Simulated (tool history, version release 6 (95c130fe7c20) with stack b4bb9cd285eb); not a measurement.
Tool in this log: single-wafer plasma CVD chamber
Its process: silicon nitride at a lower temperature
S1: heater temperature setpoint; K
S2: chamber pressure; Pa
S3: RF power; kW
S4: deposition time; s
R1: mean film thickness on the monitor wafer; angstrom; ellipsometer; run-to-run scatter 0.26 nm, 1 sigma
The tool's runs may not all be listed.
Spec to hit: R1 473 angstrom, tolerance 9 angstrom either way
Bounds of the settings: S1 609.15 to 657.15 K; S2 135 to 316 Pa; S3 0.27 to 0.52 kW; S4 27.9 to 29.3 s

run  hour      S1   S2     S3    S4      R1
  1     0  633.15  225  0.395  29.3  388.63
  2   8.1  633.15  244  0.395  29.3  395.77
  3  10.7  626.15  244  0.395  29.3   404.5
  4  17.9  626.15  244  0.365  29.3  371.13
  5  19.1  626.15  256   0.38  29.3  392.23
  6  21.9  626.15  267   0.39  29.3   404.1
  7  27.4  626.15  275    0.4  29.3  414.07
  8  34.1  626.15  281   0.41  29.3  429.87
  9    41  626.15  288  0.415  29.3  437.63
 10  44.3  626.15  293   0.42  29.3  443.52
 11  49.2  626.15  297  0.425  29.3  449.44
 12  51.2  626.15  300   0.43  29.3  452.64
 13  55.5  626.15  300   0.43  29.3  452.22
 14  56.7  626.15  303  0.435  29.3  457.06
 15  59.7  626.15  305   0.44  29.3  459.14

Which single option among these 4 for the next run brings every result within its allowed miss of target? Just one does.
  A  62.7  626.15  289  0.43  29.3   ?
  B  62.7  634.15  305  0.45  28.2   ?
  C  62.7  628.15  309  0.44  28.8   ?
  D  62.7  617.15  316  0.44  29.3   ?

move      R1
   A  446.93
   B  451.37
   C  455.04
   D  467.59
A: lands further from the targets than the last run did
B: lands further from the targets than the last run did
C: lands further from the targets than the last run did
D: all results land within tolerance of their targets
Move D is the one to make.

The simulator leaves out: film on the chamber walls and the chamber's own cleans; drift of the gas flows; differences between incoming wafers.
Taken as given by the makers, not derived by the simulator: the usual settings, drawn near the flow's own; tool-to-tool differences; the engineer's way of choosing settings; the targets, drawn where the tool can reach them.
